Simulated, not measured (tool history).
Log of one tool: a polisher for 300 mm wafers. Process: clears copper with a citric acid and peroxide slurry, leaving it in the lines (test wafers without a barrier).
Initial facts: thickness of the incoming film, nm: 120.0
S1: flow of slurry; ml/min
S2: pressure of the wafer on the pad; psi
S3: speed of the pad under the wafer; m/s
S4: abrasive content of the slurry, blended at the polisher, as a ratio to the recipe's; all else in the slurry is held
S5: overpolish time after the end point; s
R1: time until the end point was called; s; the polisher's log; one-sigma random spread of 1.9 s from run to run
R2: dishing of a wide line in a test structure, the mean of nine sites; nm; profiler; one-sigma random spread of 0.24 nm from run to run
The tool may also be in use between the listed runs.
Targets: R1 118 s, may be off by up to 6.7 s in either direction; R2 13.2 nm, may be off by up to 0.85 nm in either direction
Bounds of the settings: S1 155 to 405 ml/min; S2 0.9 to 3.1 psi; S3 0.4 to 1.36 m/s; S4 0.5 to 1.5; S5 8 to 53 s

Run 1, hour 0: S1 260 ml/min, S2 2 psi, S3 0.88 m/s, S4 1, S5 27 s. Result: R1 104.65 s, R2 22.927 nm.
Run 2, hour 3.5: S1 205 ml/min, S2 2 psi, S3 0.88 m/s, S4 1, S5 27 s. Result: R1 112.04 s, R2 21.073 nm.
Run 3, hour 4.1: S1 205 ml/min, S2 2 psi, S3 0.88 m/s, S4 0.9, S5 27 s. Result: R1 116.81 s, R2 21.356 nm.
Run 4, hour 6.2: S1 205 ml/min, S2 2 psi, S3 1.08 m/s, S4 0.9, S5 27 s. Result: R1 95.198 s, R2 24.426 nm.
Run 5, hour 12.5: S1 210 ml/min, S2 1.8 psi, S3 1.08 m/s, S4 0.95, S5 24 s. Result: R1 101.67 s, R2 21.291 nm.
Run 6, hour 17: S1 215 ml/min, S2 1.7 psi, S3 1.08 m/s, S4 0.95, S5 21 s. Result: R1 104.25 s, R2 17.857 nm.
Run 7, hour 25.9: S1 215 ml/min, S2 1.7 psi, S3 1.08 m/s, S4 0.95, S5 21 s. Result: R1 107.61 s, R2 17.654 nm.
Run 8, hour 32.2: S1 215 ml/min, S2 1.5 psi, S3 1.08 m/s, S4 0.95, S5 14 s. Result: R1 117.53 s, R2 11.048 nm.
Run 9, hour 39.7: S1 215 ml/min, S2 1.6 psi, S3 1.06 m/s, S4 0.95, S5 18 s. Result: R1 115.81 s, R2 14.517 nm.
At hour 45.9: worn pad replaced by a new one.
Run 10, hour 45.9: S1 210 ml/min, S2 1.6 psi, S3 1.06 m/s, S4 0.95, S5 17 s. Result: R1 108.53 s, R2 14.844 nm.

Exercise: of the 4 proposed moves below, exactly one satisfies all targets within the stated allowed misses. Which move is it?
Run A, hour 52.1: S1 260 ml/min, S2 1.6 psi, S3 1.06 m/s, S4 1.05, S5 15 s. Result: R1 ?, R2 ?.
Run B, hour 52.1: S1 155 ml/min, S2 1.5 psi, S3 1.08 m/s, S4 0.85, S5 24 s. Result: R1 ?, R2 ?.
Run C, hour 52.1: S1 295 ml/min, S2 2 psi, S3 0.7 m/s, S4 1, S5 17 s. Result: R1 ?, R2 ?.
Run D, hour 52.1: S1 190 ml/min, S2 1.6 psi, S3 0.88 m/s, S4 0.95, S5 27 s. Result: R1 ?, R2 ?.

move      R1      R2
   A  103.38  13.498
   B  120.75  18.051
   C  121.74  13.074
   D  128.14   19.08
A: brings the last run's worst result on target, with another outside its allowed miss
B: lands further from the targets than the last run did
C: every result within its allowed miss
D: lands further from the targets than the last run did
The move that meets every target is C.
